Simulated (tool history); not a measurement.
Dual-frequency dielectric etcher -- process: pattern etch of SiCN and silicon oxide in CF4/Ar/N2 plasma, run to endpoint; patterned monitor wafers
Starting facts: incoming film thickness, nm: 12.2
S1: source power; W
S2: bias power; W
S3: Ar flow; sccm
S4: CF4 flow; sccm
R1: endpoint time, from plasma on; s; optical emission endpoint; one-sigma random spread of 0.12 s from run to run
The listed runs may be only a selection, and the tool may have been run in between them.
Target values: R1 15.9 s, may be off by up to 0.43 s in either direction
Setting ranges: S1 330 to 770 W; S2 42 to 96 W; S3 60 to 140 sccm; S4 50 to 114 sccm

Run 1, day 0: S1 550 W, S2 69 W, S3 100 sccm, S4 82 sccm. Result: R1 11.659 s.
Run 2, day 0.312: S1 500 W, S2 68 W, S3 100 sccm, S4 82 sccm. Result: R1 12.846 s.
Run 3, day 0.45: S1 500 W, S2 68 W, S3 100 sccm, S4 69 sccm. Result: R1 13.417 s.
Run 4, day 0.646: S1 480 W, S2 68 W, S3 100 sccm, S4 69 sccm. Result: R1 13.824 s.
Run 5, day 0.671: S1 480 W, S2 68 W, S3 111 sccm, S4 69 sccm. Result: R1 14.251 s.
Run 6, day 0.879: S1 390 W, S2 68 W, S3 111 sccm, S4 69 sccm. Result: R1 17.496 s.
Run 7, day 1.158: S1 400 W, S2 68 W, S3 111 sccm, S4 69 sccm. Result: R1 17.037 s.
Run 8, day 1.525: S1 410 W, S2 68 W, S3 111 sccm, S4 69 sccm. Result: R1 16.899 s.

Of the 4 settings listed for the next run, only one would bring every result within its allowed miss of target. Which one?
Run A, day 1.892: S1 430 W, S2 69 W, S3 117 sccm, S4 69 sccm. Result: R1 ?.
Run B, day 1.892: S1 450 W, S2 51 W, S3 123 sccm, S4 64 sccm. Result: R1 ?.
Run C, day 1.892: S1 380 W, S2 71 W, S3 103 sccm, S4 68 sccm. Result: R1 ?.
Run D, day 1.892: S1 390 W, S2 70 W, S3 110 sccm, S4 74 sccm. Result: R1 ?.

move      R1
   A  15.777
   B  17.776
   C  17.403
   D  16.969
A: every result within its allowed miss
B: misses by more than the last run did
C: misses by more than the last run did
D: misses by more than the last run did
The right move is A.
